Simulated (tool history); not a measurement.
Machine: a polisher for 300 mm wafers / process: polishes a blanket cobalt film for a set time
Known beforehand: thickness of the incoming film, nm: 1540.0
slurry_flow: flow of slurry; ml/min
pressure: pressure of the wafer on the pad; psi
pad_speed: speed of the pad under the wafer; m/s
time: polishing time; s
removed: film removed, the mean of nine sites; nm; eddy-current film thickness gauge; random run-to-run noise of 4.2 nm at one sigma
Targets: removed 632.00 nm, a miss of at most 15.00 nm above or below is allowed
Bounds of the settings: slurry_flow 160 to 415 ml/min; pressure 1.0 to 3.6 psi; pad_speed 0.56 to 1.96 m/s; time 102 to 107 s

run	day	slurry_flow	pressure	pad_speed	time	removed
1	0.000	265	2.3	1.26	102	710.30
2	0.142	260	2.2	1.26	102	687.15
3	0.433	260	2.1	1.26	102	672.70
4	0.671	260	2.0	1.26	102	656.50
5	0.988	260	2.0	0.96	102	507.15
6	1.229	260	2.0	0.96	107	529.24
7	1.304	265	2.2	0.96	107	556.17
8	1.388	265	2.3	0.96	107	571.51

Consider the 5 candidate settings below. Which is the only one whose results all fall within their allowed miss of target?
A	1.471	270	2.5	1.06	107	?
B	1.471	205	2.3	1.16	107	?
C	1.471	300	2.2	0.90	107	?
D	1.471	230	2.8	0.80	107	?
E	1.471	265	2.2	1.08	107	?

move	removed
A	663.51
B	661.22
C	529.34
D	534.67
E	621.63
A: carries the result that was furthest off beyond its target, to the other side
B: carries the result that was furthest off beyond its target, to the other side
C: misses by more than the last run did
D: misses by more than the last run did
E: every result within its allowed miss
So the answer is move E, the one that meets all the targets.

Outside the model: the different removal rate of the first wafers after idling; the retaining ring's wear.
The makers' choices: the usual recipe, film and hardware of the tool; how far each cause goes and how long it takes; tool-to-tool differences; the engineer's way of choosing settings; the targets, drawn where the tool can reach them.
